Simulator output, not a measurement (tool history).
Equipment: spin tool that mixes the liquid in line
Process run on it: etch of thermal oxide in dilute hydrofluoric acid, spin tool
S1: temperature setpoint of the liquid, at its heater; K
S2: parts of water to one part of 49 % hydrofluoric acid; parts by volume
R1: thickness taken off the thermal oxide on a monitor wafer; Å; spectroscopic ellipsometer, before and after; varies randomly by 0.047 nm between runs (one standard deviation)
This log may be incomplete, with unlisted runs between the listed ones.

run 1 hour=0 | S1=299.15 S2=70 time_under_the_liquid_(s)=100 | R1=65.49
run 2 hour=5.5 | S1=300.65 S2=70 time_under_the_liquid_(s)=100 | R1=69.954
run 3 hour=13.4 | S1=301.65 S2=70 time_under_the_liquid_(s)=100 | R1=72.549
run 4 hour=15.8 | S1=301.65 S2=85 time_under_the_liquid_(s)=100 | R1=58.963
run 5 hour=17 | S1=302.65 S2=80 time_under_the_liquid_(s)=100 | R1=65.212
run 6 hour=23 | S1=302.65 S2=65 time_under_the_liquid_(s)=100 | R1=82.489
run 7 hour=28.6 | S1=303.65 S2=65 time_under_the_liquid_(s)=100 | R1=85.15

What does the tool deliver on the next run?
-- hour=36.5 thermometer replaced
run 8 hour=36.5 | S1=304.15 S2=65 time_under_the_liquid_(s)=100 | R1=?

Run 8 came out at R1 94.799 Å.
